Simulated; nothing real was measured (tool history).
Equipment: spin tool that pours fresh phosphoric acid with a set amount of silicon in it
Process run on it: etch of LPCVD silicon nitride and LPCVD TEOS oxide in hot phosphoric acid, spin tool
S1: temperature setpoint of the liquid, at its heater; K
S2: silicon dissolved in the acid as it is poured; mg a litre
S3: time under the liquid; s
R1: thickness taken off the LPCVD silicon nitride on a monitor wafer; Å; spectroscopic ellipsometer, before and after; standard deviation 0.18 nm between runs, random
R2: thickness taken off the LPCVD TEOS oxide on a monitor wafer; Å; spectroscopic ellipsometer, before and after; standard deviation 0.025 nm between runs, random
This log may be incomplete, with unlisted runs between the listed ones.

run    day      S1    S2   S3      R1      R2
  1      0  436.15  21.5  180  156.93  8.1832
  2  0.221  436.15  21.5  115  99.564   5.061
  3  0.333  436.65    27  145  127.87  5.7557
  4    0.4  436.65    27  110  97.545  4.2764
  5  0.433  437.15    31  140  126.49  4.9944
  6  0.708  439.15    31  140  137.04  5.9694
     1.038  -- thermometer replaced
  7  1.038  439.65  34.5  155  156.49  6.2036
  8  1.175  440.15    37  170  178.02    5.97
  9    1.2  440.15  37.5  180  186.07  6.2404
 10  1.346  440.15  38.5  190  196.06  6.6267
 11  1.388  440.15  39.5  195   200.6  6.2294
 12    1.5  440.15  39.5  195  199.66  6.2358
 13   1.75  440.15    40  200  206.86  5.7063

Forecast run 14:
 14  1.779  441.15  38  230   ?   ?

Run 14 measured R1 245.44 Å, R2 8.5312 Å.

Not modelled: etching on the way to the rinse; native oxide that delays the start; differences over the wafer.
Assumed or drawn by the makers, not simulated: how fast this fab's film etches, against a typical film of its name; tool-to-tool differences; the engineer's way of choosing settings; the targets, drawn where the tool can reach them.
